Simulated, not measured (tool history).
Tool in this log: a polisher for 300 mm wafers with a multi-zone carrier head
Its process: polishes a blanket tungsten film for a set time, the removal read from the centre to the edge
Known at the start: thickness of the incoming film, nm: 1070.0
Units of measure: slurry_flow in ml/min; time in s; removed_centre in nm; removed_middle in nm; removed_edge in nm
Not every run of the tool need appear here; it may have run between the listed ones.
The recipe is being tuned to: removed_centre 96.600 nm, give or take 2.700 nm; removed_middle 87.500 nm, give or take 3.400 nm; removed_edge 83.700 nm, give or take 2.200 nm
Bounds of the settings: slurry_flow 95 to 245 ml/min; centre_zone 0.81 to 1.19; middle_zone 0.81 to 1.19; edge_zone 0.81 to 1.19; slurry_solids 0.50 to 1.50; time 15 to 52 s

run  hour  slurry_flow  centre_zone  middle_zone  edge_zone  slurry_solids  time  removed_centre  removed_middle  removed_edge
  1   0.0          155         1.00         1.00       1.00           1.00    33         122.480         121.180       125.680
  2   6.7          155         1.02         1.00       0.95           0.85    31         111.720         105.060       111.870
  3  12.9          155         1.02         1.00       0.95           0.75    31         107.340         101.940       107.050
  4  17.1          155         1.02         1.00       0.92           0.75    31         106.470         105.290       107.010
  5  21.5          150         1.06         1.01       0.89           0.70    30         104.450          95.969        99.486
  6  30.3          145         1.08         1.04       0.87           0.65    30         102.220          96.680        95.367
  7  33.8          145         1.08         1.04       0.87           0.65    30         100.640          94.323        96.024
  8  36.9          150         1.11         1.07       0.85           0.60    30         103.520          95.727        92.504
  9  41.3          110         1.13         1.07       0.81           0.50    29          82.131          78.303        76.434
     47.9  -- slurry nozzle cleaned
 10  47.9          155         1.15         1.07       0.82           0.50    29         109.360          97.198        90.744
 11  53.9          125         1.15         1.07       0.81           0.50    29         104.410          92.237        86.757
 12  60.1          120         1.15         1.07       0.81           0.50    29         103.980          90.895        86.552
 13  66.4          100         1.11         1.08       0.81           0.50    28          91.729          85.048        80.493

Which one of the following 4 next-run settings gets every result inside its allowed miss? There is exactly one.
  A  72.7          120         1.19         1.04       0.81           0.70    25               ?               ?             ?
  B  72.7          120         1.03         1.07       0.83           0.50    30               ?               ?             ?
  C  72.7          130         1.14         1.09       0.91           0.55    26               ?               ?             ?
  D  72.7          130         1.11         0.95       0.84           0.60    26               ?               ?             ?

move  removed_centre  removed_middle  removed_edge
   A         102.740          87.257        83.506
   B          95.560          95.761        90.421
   C          97.004          88.643        84.655
   D          97.115          82.905        84.974
A: the result that was furthest off in the last run now lies on the other side of its target
B: meets the target for the result that was furthest off, but another lies outside its allowed miss
C: hits every target within its allowed miss
D: meets the target for the result that was furthest off, but another lies outside its allowed miss
Correct choice: C, which meets every target

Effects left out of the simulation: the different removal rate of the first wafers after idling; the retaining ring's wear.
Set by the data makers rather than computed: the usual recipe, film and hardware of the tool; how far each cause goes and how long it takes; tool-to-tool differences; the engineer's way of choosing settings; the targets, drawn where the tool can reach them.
